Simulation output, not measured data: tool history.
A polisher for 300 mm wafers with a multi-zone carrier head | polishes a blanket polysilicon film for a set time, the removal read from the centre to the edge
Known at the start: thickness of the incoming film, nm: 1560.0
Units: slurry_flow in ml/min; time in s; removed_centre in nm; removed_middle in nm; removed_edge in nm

Run 1, hour 0: slurry_flow 215 ml/min, centre_zone 1, middle_zone 1, edge_zone 1, time 46 s. Result: removed_centre 505.69 nm, removed_middle 493.64 nm, removed_edge 517.48 nm.
Run 2, hour 2.2: slurry_flow 205 ml/min, centre_zone 0.98, middle_zone 0.98, edge_zone 0.99, time 46 s. Result: removed_centre 484.43 nm, removed_middle 477.58 nm, removed_edge 502.49 nm.
Run 3, hour 10.5: slurry_flow 205 ml/min, centre_zone 0.98, middle_zone 0.98, edge_zone 0.99, time 50 s. Result: removed_centre 530.81 nm, removed_middle 515.35 nm, removed_edge 548.76 nm.
Run 4, hour 11.5: slurry_flow 205 ml/min, centre_zone 0.95, middle_zone 0.98, edge_zone 0.99, time 50 s. Result: removed_centre 515.69 nm, removed_middle 516.38 nm, removed_edge 551.66 nm.
Run 5, hour 20.3: slurry_flow 195 ml/min, centre_zone 0.93, middle_zone 0.95, edge_zone 0.96, time 50 s. Result: removed_centre 506.59 nm, removed_middle 498.51 nm, removed_edge 534.9 nm.
Run 6, hour 24.9: slurry_flow 185 ml/min, centre_zone 0.91, middle_zone 0.93, edge_zone 0.95, time 49 s. Result: removed_centre 478.79 nm, removed_middle 486.12 nm, removed_edge 521.67 nm.
Run 7, hour 29.3: slurry_flow 180 ml/min, centre_zone 0.9, middle_zone 0.91, edge_zone 0.94, time 48 s. Result: removed_centre 464.59 nm, removed_middle 461.73 nm, removed_edge 501.53 nm.
Run 8, hour 35: slurry_flow 150 ml/min, centre_zone 0.83, middle_zone 0.86, edge_zone 0.9, time 47 s. Result: removed_centre 404.7 nm, removed_middle 411.79 nm, removed_edge 462.7 nm.

Forecast run 9:
Run 9, hour 42.4: slurry_flow 155 ml/min, centre_zone 0.83, middle_zone 0.86, edge_zone 0.9, time 47 s. Result: removed_centre ?, removed_middle ?, removed_edge ?.

{"run 9": {"removed_centre": 407.1, "removed_middle": 417.02, "removed_edge": 471.9}}
